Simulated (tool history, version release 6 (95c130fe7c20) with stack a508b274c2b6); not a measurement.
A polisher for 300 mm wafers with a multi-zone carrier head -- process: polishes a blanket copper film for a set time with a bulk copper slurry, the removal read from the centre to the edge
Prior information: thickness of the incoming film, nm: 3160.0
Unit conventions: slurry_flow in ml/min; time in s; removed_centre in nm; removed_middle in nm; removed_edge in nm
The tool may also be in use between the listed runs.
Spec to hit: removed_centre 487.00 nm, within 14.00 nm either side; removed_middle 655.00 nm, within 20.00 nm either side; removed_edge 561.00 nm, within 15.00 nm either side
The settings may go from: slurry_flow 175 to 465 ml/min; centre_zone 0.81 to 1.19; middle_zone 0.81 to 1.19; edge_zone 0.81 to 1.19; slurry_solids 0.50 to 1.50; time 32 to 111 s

run	hour	slurry_flow	centre_zone	middle_zone	edge_zone	slurry_solids	time	removed_centre	removed_middle	removed_edge
1	0.0	295	1.00	1.00	1.00	1.00	71	651.97	655.14	653.61
2	8.2	235	1.00	1.00	1.00	1.00	71	646.89	628.38	643.90
3	14.4	250	0.95	1.04	0.97	0.90	71	586.84	650.34	619.92
4	21.7	245	0.92	1.05	0.93	0.85	71	575.28	648.43	607.93
5	23.8	285	0.92	1.05	0.93	0.85	71	576.50	659.11	609.79
6	31.2	280	0.89	1.07	0.91	0.80	71	546.95	644.31	587.26
7	33.0	280	0.87	1.09	0.90	0.80	71	543.91	657.53	583.08
8	34.7	275	0.85	1.11	0.91	0.75	71	519.59	666.60	584.35

Of the 5 settings listed for the next run, only one would bring every result within its allowed miss of target. Which one?
A	36.4	245	0.81	1.08	0.99	0.50	79	?	?	?
B	36.4	265	0.81	1.13	0.93	0.80	65	?	?	?
C	36.4	295	0.81	1.11	0.95	0.75	72	?	?	?
D	36.4	275	0.92	1.11	0.97	0.50	78	?	?	?
E	36.4	285	0.83	1.13	0.91	0.50	75	?	?	?

move	removed_centre	removed_middle	removed_edge
A	488.38	638.03	605.33
B	452.73	614.20	542.90
C	498.71	665.71	602.40
D	554.52	650.98	596.09
E	482.24	637.85	557.38
A: brings the last run's worst result on target, with another outside its allowed miss
B: moves the result that the last run missed by most past its target, out the other side
C: brings the last run's worst result on target, with another outside its allowed miss
D: moves away from the targets compared with the last run
E: all results land within tolerance of their targets
Move E is the one to make.
